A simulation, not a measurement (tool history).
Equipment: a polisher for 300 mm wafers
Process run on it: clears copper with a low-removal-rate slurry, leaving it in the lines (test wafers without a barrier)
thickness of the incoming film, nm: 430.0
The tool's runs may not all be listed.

run,hour,flow of slurry (ml/min),pressure of the wafer on the pad (kPa),speed of the pad under the wafer (cm/s),abrasive content of the slurry,overpolish time after the end point (s),time until the end point was called (s),dishing of a wide line in a test structure (Å)
1,0,185,26.2,138,1,14,79.894,433.92
2,8.8,185,28.3,138,1,15,76.227,479.89
3,9.5,185,30.3,138,1,16,72.499,534.21
4,15.9,185,30.3,138,1,13,72.025,463.54
5,18.3,185,24.8,138,1,13,82.807,400.31
6,22.8,185,24.8,138,1,17,81.828,501.42
7,25.9,195,31.7,140,1,18,68.895,571.73
8,32.7,195,33.1,140,1,18,66.148,581.62
9,37.5,195,33.1,140,1,18,66.91,567.66
10,39.8,195,34.5,140,1,18,65.484,572.61
11,48.2,195,35.9,140,1,19,64.354,627.63

Expected results for the next run?
12,52,200,36.5,140,1,19,?,?

{"run 12": {"time until the end point was called (s)": 62.29, "dishing of a wide line in a test structure (Å)": 611.4}}

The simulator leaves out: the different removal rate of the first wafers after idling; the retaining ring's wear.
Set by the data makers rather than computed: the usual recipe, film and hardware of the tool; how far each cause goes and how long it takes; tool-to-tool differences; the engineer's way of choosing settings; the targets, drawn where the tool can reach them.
